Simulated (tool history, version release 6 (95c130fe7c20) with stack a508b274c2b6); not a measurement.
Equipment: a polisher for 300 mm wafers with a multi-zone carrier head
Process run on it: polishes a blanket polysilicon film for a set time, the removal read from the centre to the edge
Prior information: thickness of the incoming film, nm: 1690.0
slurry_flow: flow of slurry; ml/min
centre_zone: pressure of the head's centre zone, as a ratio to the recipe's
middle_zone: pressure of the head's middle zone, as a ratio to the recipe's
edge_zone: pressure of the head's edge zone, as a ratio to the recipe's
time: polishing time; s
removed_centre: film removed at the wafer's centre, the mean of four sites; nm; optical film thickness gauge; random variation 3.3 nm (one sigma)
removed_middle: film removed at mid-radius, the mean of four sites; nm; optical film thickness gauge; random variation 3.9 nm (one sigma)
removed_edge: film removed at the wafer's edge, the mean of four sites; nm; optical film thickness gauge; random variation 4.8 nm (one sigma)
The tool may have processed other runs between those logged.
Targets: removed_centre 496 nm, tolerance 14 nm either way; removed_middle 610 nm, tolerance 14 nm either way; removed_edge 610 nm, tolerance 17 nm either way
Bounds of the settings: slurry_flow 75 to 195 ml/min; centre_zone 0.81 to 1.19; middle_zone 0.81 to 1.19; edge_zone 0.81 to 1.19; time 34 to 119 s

{"run": 1, "hour": 0.0, "slurry_flow": 125, "centre_zone": 1, "middle_zone": 1, "edge_zone": 1, "time": 76, "removed_centre": 468.57, "removed_middle": 474.64, "removed_edge": 477.5}
{"run": 2, "hour": 7.9, "slurry_flow": 140, "centre_zone": 0.97, "middle_zone": 1.02, "edge_zone": 1.05, "time": 78, "removed_centre": 479.84, "removed_middle": 505.96, "removed_edge": 512.02}
{"run": 3, "hour": 16.4, "slurry_flow": 140, "centre_zone": 1.05, "middle_zone": 1.02, "edge_zone": 1.05, "time": 78, "removed_centre": 518.27, "removed_middle": 510.15, "removed_edge": 509.21}
{"run": 4, "hour": 21.3, "slurry_flow": 140, "centre_zone": 1.05, "middle_zone": 1.1, "edge_zone": 1.05, "time": 78, "removed_centre": 525.39, "removed_middle": 539.97, "removed_edge": 510.57}
{"run": 5, "hour": 22.5, "slurry_flow": 140, "centre_zone": 1.05, "middle_zone": 1.1, "edge_zone": 1.01, "time": 78, "removed_centre": 529.34, "removed_middle": 538.33, "removed_edge": 498.54}
{"run": 6, "hour": 27.4, "slurry_flow": 140, "centre_zone": 1.05, "middle_zone": 1.1, "edge_zone": 1.01, "time": 89, "removed_centre": 603.52, "removed_middle": 621.02, "removed_edge": 578.2}
{"run": 7, "hour": 29.8, "slurry_flow": 130, "centre_zone": 1.01, "middle_zone": 1.11, "edge_zone": 1.05, "time": 89, "removed_centre": 558.56, "removed_middle": 614.21, "removed_edge": 570.92}
{"hour": 38.5, "done": "slurry nozzle cleaned"}
{"run": 8, "hour": 38.5, "slurry_flow": 125, "centre_zone": 0.98, "middle_zone": 1.1, "edge_zone": 1.08, "time": 90, "removed_centre": 600.39, "removed_middle": 659.57, "removed_edge": 610.87}
{"run": 9, "hour": 46.8, "slurry_flow": 135, "centre_zone": 0.93, "middle_zone": 1.08, "edge_zone": 1.06, "time": 90, "removed_centre": 581.31, "removed_middle": 664.88, "removed_edge": 625.61}
{"run": 10, "hour": 49.3, "slurry_flow": 125, "centre_zone": 0.9, "middle_zone": 1.06, "edge_zone": 1.07, "time": 90, "removed_centre": 543.51, "removed_middle": 639.07, "removed_edge": 615.98}
{"run": 11, "hour": 57.9, "slurry_flow": 120, "centre_zone": 0.88, "middle_zone": 1.05, "edge_zone": 1.08, "time": 90, "removed_centre": 535.78, "removed_middle": 628.84, "removed_edge": 621.74}
{"run": 12, "hour": 65.3, "slurry_flow": 115, "centre_zone": 0.87, "middle_zone": 1.05, "edge_zone": 1.08, "time": 90, "removed_centre": 515.56, "removed_middle": 628.34, "removed_edge": 613.46}
{"run": 13, "hour": 68.5, "slurry_flow": 110, "centre_zone": 0.87, "middle_zone": 1.05, "edge_zone": 1.09, "time": 90, "removed_centre": 508.04, "removed_middle": 614.5, "removed_edge": 611.67}

Of the 5 settings listed for the next run, only one would bring every result within its allowed miss of target. Which one?
{"run": "A", "hour": 71.7, "slurry_flow": 90, "centre_zone": 0.91, "middle_zone": 1.04, "edge_zone": 1.09, "time": 96, "removed_centre": "?", "removed_middle": "?", "removed_edge": "?"}
{"run": "B", "hour": 71.7, "slurry_flow": 100, "centre_zone": 0.84, "middle_zone": 1.02, "edge_zone": 1.04, "time": 93, "removed_centre": "?", "removed_middle": "?", "removed_edge": "?"}
{"run": "C", "hour": 71.7, "slurry_flow": 110, "centre_zone": 0.9, "middle_zone": 1.08, "edge_zone": 1.1, "time": 89, "removed_centre": "?", "removed_middle": "?", "removed_edge": "?"}
{"run": "D", "hour": 71.7, "slurry_flow": 105, "centre_zone": 0.88, "middle_zone": 1.02, "edge_zone": 1.08, "time": 93, "removed_centre": "?", "removed_middle": "?", "removed_edge": "?"}
{"run": "E", "hour": 71.7, "slurry_flow": 140, "centre_zone": 0.89, "middle_zone": 0.98, "edge_zone": 1.02, "time": 86, "removed_centre": "?", "removed_middle": "?", "removed_edge": "?"}

move=A removed_centre=529.98 removed_middle=605.67 removed_edge=617.67
move=B removed_centre=493.87 removed_middle=599.89 removed_edge=603.09
move=C removed_centre=524.15 removed_middle=616.49 removed_edge=599.91
move=D removed_centre=526.82 removed_middle=608.96 removed_edge=617.41
move=E removed_centre=536.41 removed_middle=589 removed_edge=589.79
A: misses by more than the last run did
B: each result inside its tolerance
C: misses by more than the last run did
D: misses by more than the last run did
E: misses by more than the last run did
Answer: B
